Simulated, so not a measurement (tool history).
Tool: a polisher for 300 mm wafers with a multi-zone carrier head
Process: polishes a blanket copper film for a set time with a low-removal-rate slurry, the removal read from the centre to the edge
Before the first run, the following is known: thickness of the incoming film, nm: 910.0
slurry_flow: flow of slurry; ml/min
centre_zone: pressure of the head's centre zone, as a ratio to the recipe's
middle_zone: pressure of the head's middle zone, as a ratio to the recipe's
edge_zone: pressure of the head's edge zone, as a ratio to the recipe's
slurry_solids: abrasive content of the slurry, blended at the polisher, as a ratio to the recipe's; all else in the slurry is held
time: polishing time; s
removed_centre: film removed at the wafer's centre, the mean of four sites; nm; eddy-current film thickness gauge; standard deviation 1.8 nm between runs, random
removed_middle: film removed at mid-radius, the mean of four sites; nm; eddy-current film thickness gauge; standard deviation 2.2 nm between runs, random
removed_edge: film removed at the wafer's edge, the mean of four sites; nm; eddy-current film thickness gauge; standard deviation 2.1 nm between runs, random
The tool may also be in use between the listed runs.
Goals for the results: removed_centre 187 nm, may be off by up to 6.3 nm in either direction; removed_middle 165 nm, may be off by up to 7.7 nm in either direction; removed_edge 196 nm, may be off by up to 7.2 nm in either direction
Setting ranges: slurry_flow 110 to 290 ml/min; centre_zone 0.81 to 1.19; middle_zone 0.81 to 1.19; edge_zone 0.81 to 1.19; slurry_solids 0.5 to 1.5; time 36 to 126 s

| run | hour | slurry_flow | centre_zone | middle_zone | edge_zone | slurry_solids | time | removed_centre | removed_middle | removed_edge |
|---|---|---|---|---|---|---|---|---|---|---|
| 1 | 0 | 185 | 1 | 1 | 1 | 1 | 81 | 238.93 | 228.44 | 227.04 |
| 2 | 5.3 | 185 | 1 | 0.96 | 1 | 1 | 81 | 234.02 | 220.93 | 230.87 |
| 3 | 10 | 185 | 0.94 | 0.96 | 1 | 1 | 81 | 224.87 | 215.94 | 230.35 |
| 4 | 11.8 | 185 | 0.94 | 0.96 | 1.08 | 1 | 81 | 220.18 | 220.52 | 243.41 |
| 5 | 19.9 | 185 | 0.94 | 0.96 | 1.08 | 1.1 | 81 | 229.76 | 223.55 | 251.12 |
| 6 | 24.7 | 185 | 0.94 | 0.96 | 1.08 | 1.1 | 62 | 175.95 | 171.69 | 192.13 |
| 7 | 27.7 | 190 | 0.95 | 0.95 | 1.08 | 1.1 | 62 | 179.77 | 176.84 | 191.87 |
| 8 | 29.9 | 190 | 0.95 | 0.95 | 1.08 | 1.1 | 62 | 179.92 | 169.68 | 189.82 |
| 9 | 33.4 | 190 | 0.95 | 0.94 | 1.09 | 1.1 | 62 | 179.66 | 169.55 | 193.39 |
| 10 | 39.7 | 190 | 0.95 | 0.93 | 1.09 | 1.1 | 62 | 178.27 | 167.86 | 193.76 |

Exactly one of the 4 candidate moves below puts every result within its allowed miss. Which one?
| A | 46 | 140 | 0.9 | 0.92 | 1.05 | 1.1 | 64 | ? | ? | ? |
| B | 46 | 180 | 0.97 | 0.87 | 1.08 | 1.2 | 62 | ? | ? | ? |
| C | 46 | 230 | 0.87 | 1.07 | 1.19 | 1.25 | 56 | ? | ? | ? |
| D | 46 | 205 | 0.91 | 1 | 1.16 | 0.95 | 63 | ? | ? | ? |

| move | removed_centre | removed_middle | removed_edge |
|---|---|---|---|
| A | 166.88 | 165.57 | 187.2 |
| B | 184.82 | 165.79 | 195.87 |
| C | 163.94 | 185.24 | 192.97 |
| D | 172.12 | 179.21 | 195.46 |
A: the biggest miss grows against the last run
B: every result lands within tolerance
C: the biggest miss grows against the last run
D: the biggest miss grows against the last run
Answer: B

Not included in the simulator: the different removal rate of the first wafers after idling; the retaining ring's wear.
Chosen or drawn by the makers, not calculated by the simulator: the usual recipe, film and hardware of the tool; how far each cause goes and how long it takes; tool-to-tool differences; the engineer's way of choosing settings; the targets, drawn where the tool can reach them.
